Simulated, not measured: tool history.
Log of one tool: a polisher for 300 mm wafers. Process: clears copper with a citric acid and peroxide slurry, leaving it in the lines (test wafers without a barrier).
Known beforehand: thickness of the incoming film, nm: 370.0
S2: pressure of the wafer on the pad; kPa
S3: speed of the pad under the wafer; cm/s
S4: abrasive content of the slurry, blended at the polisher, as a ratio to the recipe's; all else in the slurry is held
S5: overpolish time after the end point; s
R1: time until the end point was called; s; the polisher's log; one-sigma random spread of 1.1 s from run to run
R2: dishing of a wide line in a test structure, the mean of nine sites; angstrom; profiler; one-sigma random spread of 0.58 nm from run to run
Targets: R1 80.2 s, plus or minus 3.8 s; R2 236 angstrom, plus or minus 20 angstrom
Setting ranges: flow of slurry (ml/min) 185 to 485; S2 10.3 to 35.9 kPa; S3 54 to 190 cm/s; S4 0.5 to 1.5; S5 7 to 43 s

Run 1, hour 0: flow of slurry (ml/min) 310, S2 22.8 kPa, S3 122 cm/s, S4 1, S5 22 s. Result: R1 108.36 s, R2 479.66 angstrom.
Run 2, hour 1.3: flow of slurry (ml/min) 310, S2 22.8 kPa, S3 126 cm/s, S4 1, S5 20 s. Result: R1 102.73 s, R2 441.83 angstrom.
Run 3, hour 5: flow of slurry (ml/min) 260, S2 22.8 kPa, S3 126 cm/s, S4 1, S5 20 s. Result: R1 109.19 s, R2 465.76 angstrom.
Run 4, hour 12.5: flow of slurry (ml/min) 285, S2 22.8 kPa, S3 128 cm/s, S4 1, S5 19 s. Result: R1 105.68 s, R2 450.92 angstrom.
Run 5, hour 15.5: flow of slurry (ml/min) 285, S2 22.8 kPa, S3 128 cm/s, S4 0.85, S5 19 s. Result: R1 104.02 s, R2 432.07 angstrom.
Run 6, hour 20.1: flow of slurry (ml/min) 285, S2 22.8 kPa, S3 128 cm/s, S4 0.85, S5 15 s. Result: R1 103.9 s, R2 359.45 angstrom.
Run 7, hour 21.4: flow of slurry (ml/min) 285, S2 22.8 kPa, S3 128 cm/s, S4 0.85, S5 15 s. Result: R1 105.92 s, R2 361.63 angstrom.
Run 8, hour 26.2: flow of slurry (ml/min) 285, S2 22.8 kPa, S3 128 cm/s, S4 0.85, S5 15 s. Result: R1 103.81 s, R2 335.11 angstrom.
Run 9, hour 34.2: flow of slurry (ml/min) 295, S2 23.4 kPa, S3 128 cm/s, S4 0.85, S5 14 s. Result: R1 102.58 s, R2 359.11 angstrom.
Run 10, hour 41: flow of slurry (ml/min) 315, S2 22.8 kPa, S3 132 cm/s, S4 0.8, S5 13 s. Result: R1 100.78 s, R2 305.95 angstrom.
Run 11, hour 45: flow of slurry (ml/min) 325, S2 22.8 kPa, S3 132 cm/s, S4 0.8, S5 12 s. Result: R1 103.07 s, R2 296.84 angstrom.
Run 12, hour 51.7: flow of slurry (ml/min) 340, S2 23.4 kPa, S3 132 cm/s, S4 0.75, S5 11 s. Result: R1 103.22 s, R2 275.74 angstrom.
Run 13, hour 53.6: flow of slurry (ml/min) 355, S2 24.1 kPa, S3 134 cm/s, S4 0.75, S5 11 s. Result: R1 95.8 s, R2 292.79 angstrom.
Run 14, hour 56.6: flow of slurry (ml/min) 370, S2 24.1 kPa, S3 136 cm/s, S4 0.7, S5 11 s. Result: R1 95.624 s, R2 296.82 angstrom.
Run 15, hour 63.3: flow of slurry (ml/min) 380, S2 24.1 kPa, S3 140 cm/s, S4 0.7, S5 11 s. Result: R1 93.315 s, R2 307.28 angstrom.
Run 16, hour 69.9: flow of slurry (ml/min) 390, S2 24.8 kPa, S3 140 cm/s, S4 0.7, S5 11 s. Result: R1 91.108 s, R2 316.02 angstrom.
Run 17, hour 72: flow of slurry (ml/min) 390, S2 24.8 kPa, S3 140 cm/s, S4 0.7, S5 11 s. Result: R1 93.786 s, R2 311.06 angstrom.
Run 18, hour 74.9: flow of slurry (ml/min) 395, S2 24.1 kPa, S3 144 cm/s, S4 0.7, S5 11 s. Result: R1 90.728 s, R2 313.77 angstrom.
Run 19, hour 78.5: flow of slurry (ml/min) 405, S2 24.1 kPa, S3 146 cm/s, S4 0.7, S5 11 s. Result: R1 92.353 s, R2 304.01 angstrom.
Run 20, hour 79.6: flow of slurry (ml/min) 415, S2 24.1 kPa, S3 150 cm/s, S4 0.7, S5 11 s. Result: R1 87.095 s, R2 320.05 angstrom.
Run 21, hour 87: flow of slurry (ml/min) 420, S2 24.1 kPa, S3 152 cm/s, S4 0.7, S5 11 s. Result: R1 85.267 s, R2 321.2 angstrom.
Run 22, hour 89.7: flow of slurry (ml/min) 425, S2 23.4 kPa, S3 156 cm/s, S4 0.7, S5 11 s. Result: R1 88.44 s, R2 313.4 angstrom.
Run 23, hour 98.5: flow of slurry (ml/min) 430, S2 23.4 kPa, S3 158 cm/s, S4 0.7, S5 11 s. Result: R1 88.018 s, R2 324.84 angstrom.

5 next moves are on the table. One of them brings every result within its allowed miss. Which?
Run A, hour 107.3: flow of slurry (ml/min) 480, S2 24.1 kPa, S3 166 cm/s, S4 0.65, S5 7 s. Result: R1 ?, R2 ?.
Run B, hour 107.3: flow of slurry (ml/min) 425, S2 22.1 kPa, S3 160 cm/s, S4 0.6, S5 7 s. Result: R1 ?, R2 ?.
Run C, hour 107.3: flow of slurry (ml/min) 360, S2 25.5 kPa, S3 160 cm/s, S4 0.75, S5 9 s. Result: R1 ?, R2 ?.
Run D, hour 107.3: flow of slurry (ml/min) 480, S2 22.1 kPa, S3 190 cm/s, S4 0.55, S5 15 s. Result: R1 ?, R2 ?.
Run E, hour 107.3: flow of slurry (ml/min) 390, S2 22.8 kPa, S3 158 cm/s, S4 0.6, S5 7 s. Result: R1 ?, R2 ?.

move      R1      R2
   A  80.626     231
   B  92.739     203
   C  78.402  296.51
   D  80.441   441.7
   E  91.518  205.63
A: each result inside its tolerance
B: the result that was furthest off in the last run now lies on the other side of its target
C: an improvement on the last run, though not all results are within tolerance
D: misses by more than the last run did
E: the result that was furthest off in the last run now lies on the other side of its target
The right move is A.

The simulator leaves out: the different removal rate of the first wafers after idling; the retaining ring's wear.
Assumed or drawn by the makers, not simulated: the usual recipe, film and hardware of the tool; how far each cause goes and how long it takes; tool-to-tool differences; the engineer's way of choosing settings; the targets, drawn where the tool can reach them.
